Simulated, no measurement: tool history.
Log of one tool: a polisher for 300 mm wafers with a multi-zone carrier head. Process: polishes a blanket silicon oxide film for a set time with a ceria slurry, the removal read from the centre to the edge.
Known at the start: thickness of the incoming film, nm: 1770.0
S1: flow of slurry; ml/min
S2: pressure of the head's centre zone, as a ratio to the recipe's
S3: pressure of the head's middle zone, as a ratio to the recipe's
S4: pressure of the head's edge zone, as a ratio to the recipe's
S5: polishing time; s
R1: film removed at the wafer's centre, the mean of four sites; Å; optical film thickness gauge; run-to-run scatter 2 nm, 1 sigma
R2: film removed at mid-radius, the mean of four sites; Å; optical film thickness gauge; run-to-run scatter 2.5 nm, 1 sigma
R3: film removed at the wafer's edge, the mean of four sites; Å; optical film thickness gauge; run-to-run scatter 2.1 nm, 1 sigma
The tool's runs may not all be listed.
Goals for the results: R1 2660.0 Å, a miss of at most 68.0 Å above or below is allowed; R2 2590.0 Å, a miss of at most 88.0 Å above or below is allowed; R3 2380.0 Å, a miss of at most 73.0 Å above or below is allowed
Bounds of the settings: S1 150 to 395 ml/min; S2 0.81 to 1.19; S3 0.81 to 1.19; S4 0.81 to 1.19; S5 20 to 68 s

{"run": 1, "hour": 0.0, "S1": 250, "S2": 1.0, "S3": 1.0, "S4": 1.0, "S5": 44, "R1": 2970.4, "R2": 2901.5, "R3": 2925.9}
{"run": 2, "hour": 5.7, "S1": 250, "S2": 1.0, "S3": 1.0, "S4": 0.98, "S5": 43, "R1": 2933.5, "R2": 2864.1, "R3": 2821.0}
{"run": 3, "hour": 10.6, "S1": 190, "S2": 1.0, "S3": 1.0, "S4": 0.98, "S5": 43, "R1": 2820.6, "R2": 2793.3, "R3": 2738.6}
{"run": 4, "hour": 14.8, "S1": 190, "S2": 1.0, "S3": 1.0, "S4": 0.96, "S5": 43, "R1": 2797.3, "R2": 2755.6, "R3": 2717.4}
{"run": 5, "hour": 18.4, "S1": 150, "S2": 1.0, "S3": 1.0, "S4": 0.96, "S5": 43, "R1": 2712.7, "R2": 2644.4, "R3": 2702.3}
{"run": 6, "hour": 25.6, "S1": 155, "S2": 1.0, "S3": 1.0, "S4": 0.95, "S5": 43, "R1": 2701.2, "R2": 2644.6, "R3": 2641.2}
{"run": 7, "hour": 26.6, "S1": 155, "S2": 1.0, "S3": 1.0, "S4": 0.94, "S5": 43, "R1": 2735.1, "R2": 2722.9, "R3": 2579.0}
{"run": 8, "hour": 28.7, "S1": 155, "S2": 1.0, "S3": 0.99, "S4": 0.93, "S5": 43, "R1": 2710.2, "R2": 2641.5, "R3": 2627.9}
{"run": 9, "hour": 34.9, "S1": 155, "S2": 1.0, "S3": 0.99, "S4": 0.92, "S5": 43, "R1": 2743.0, "R2": 2674.2, "R3": 2635.2}
{"run": 10, "hour": 36.7, "S1": 155, "S2": 1.0, "S3": 0.99, "S4": 0.91, "S5": 43, "R1": 2745.2, "R2": 2690.4, "R3": 2591.5}
{"run": 11, "hour": 39.5, "S1": 160, "S2": 1.0, "S3": 0.97, "S4": 0.81, "S5": 41, "R1": 2616.0, "R2": 2493.6, "R3": 2334.6}

Consider the 5 candidate settings below. Which is the only one whose results all fall within their allowed miss of target?
{"run": "A", "hour": 42.3, "S1": 175, "S2": 1.06, "S3": 1.04, "S4": 0.81, "S5": 38, "R1": "?", "R2": "?", "R3": "?"}
{"run": "B", "hour": 42.3, "S1": 150, "S2": 1.06, "S3": 0.91, "S4": 0.87, "S5": 40, "R1": "?", "R2": "?", "R3": "?"}
{"run": "C", "hour": 42.3, "S1": 210, "S2": 1.02, "S3": 0.9, "S4": 0.81, "S5": 39, "R1": "?", "R2": "?", "R3": "?"}
{"run": "D", "hour": 42.3, "S1": 175, "S2": 1.0, "S3": 0.99, "S4": 0.81, "S5": 41, "R1": "?", "R2": "?", "R3": "?"}
{"run": "E", "hour": 42.3, "S1": 165, "S2": 1.0, "S3": 0.9, "S4": 0.83, "S5": 40, "R1": "?", "R2": "?", "R3": "?"}

move=A R1=2590.2 R2=2518.4 R3=2225.7
move=B R1=2666.4 R2=2324.7 R3=2389.0
move=C R1=2614.4 R2=2337.2 R3=2323.7
move=D R1=2634.5 R2=2607.1 R3=2403.0
move=E R1=2548.2 R2=2332.0 R3=2360.1
A: corrects the largest miss of the last run, while another result sits out of spec
B: the biggest miss grows against the last run
C: the biggest miss grows against the last run
D: every result within its allowed miss
E: the biggest miss grows against the last run
Answer: D
